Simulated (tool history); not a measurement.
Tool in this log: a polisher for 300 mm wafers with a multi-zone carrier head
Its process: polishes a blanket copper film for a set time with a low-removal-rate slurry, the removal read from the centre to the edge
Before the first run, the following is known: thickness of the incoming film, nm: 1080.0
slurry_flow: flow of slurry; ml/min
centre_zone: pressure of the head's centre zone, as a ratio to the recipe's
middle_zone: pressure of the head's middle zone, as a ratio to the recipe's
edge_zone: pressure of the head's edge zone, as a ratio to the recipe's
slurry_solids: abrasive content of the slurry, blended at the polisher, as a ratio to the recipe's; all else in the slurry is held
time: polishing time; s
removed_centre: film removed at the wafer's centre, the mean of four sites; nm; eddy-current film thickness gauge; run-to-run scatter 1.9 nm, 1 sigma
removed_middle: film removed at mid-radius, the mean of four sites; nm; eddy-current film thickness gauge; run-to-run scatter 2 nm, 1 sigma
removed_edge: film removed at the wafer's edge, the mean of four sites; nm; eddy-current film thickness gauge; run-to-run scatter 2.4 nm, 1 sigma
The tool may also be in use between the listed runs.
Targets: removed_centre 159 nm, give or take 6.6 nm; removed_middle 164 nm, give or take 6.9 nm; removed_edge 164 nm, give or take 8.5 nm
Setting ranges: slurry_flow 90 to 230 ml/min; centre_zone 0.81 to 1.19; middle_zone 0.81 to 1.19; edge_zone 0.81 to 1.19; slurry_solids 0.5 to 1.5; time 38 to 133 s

run  hour  slurry_flow  centre_zone  middle_zone  edge_zone  slurry_solids  time  removed_centre  removed_middle  removed_edge
  1     0          150            1            1          1              1    85           238.5          243.84        245.58
  2   3.8          120            1            1          1              1    85          225.98          228.18         240.3
  3  10.1          120         1.07            1          1              1    85          239.21          226.83        239.57
  4  12.8          120         1.07            1          1              1    99          287.58          268.05        272.99
  5    15          120         1.07            1          1              1    85          242.15          222.76        237.02
  6  23.4          120         1.07            1          1              1    95          269.36          254.27        261.73
  7  30.1          120         1.07            1          1              1    95           270.6          257.23        259.42
  8  37.3          120         1.05         1.01       0.97           0.85    86          238.13           225.9        223.87
  9    43          115         1.01            1       0.96           0.75    81          205.49          208.65        207.17
 10  47.6          115            1         0.98       0.94            0.7    78          194.73          193.02        194.57
 11  53.5          115         0.98         0.97       0.92           0.65    76          179.97          182.94        184.41
 12  55.8          115         0.97         0.96        0.9            0.6    76          176.22          186.54        181.83
 13  58.4          110         0.97         0.94       0.89           0.55    75          173.23          173.86        172.43

4 candidate next runs follow, results not yet known. Just one meets every target within its allowed miss. Identify it.
  A    61           90         1.09         0.84       0.98            0.6    80               ?               ?             ?
  B    61          105         0.88            1       0.95            0.5    78               ?               ?             ?
  C    61          140         0.87         1.09       0.83            0.6    67               ?               ?             ?
  D    61          115         0.93         0.92       0.86            0.5    72               ?               ?             ?

move  removed_centre  removed_middle  removed_edge
   A          188.58           160.6        193.87
   B          156.55          182.24        188.35
   C          148.77             184        164.01
   D          156.99          163.13        169.35
A: misses by more than the last run did
B: the worst result of the last run now meets its target, but another is out of spec
C: moves the result that the last run missed by most past its target, out the other side
D: all results in spec
So the answer is move D, the one that meets all the targets.

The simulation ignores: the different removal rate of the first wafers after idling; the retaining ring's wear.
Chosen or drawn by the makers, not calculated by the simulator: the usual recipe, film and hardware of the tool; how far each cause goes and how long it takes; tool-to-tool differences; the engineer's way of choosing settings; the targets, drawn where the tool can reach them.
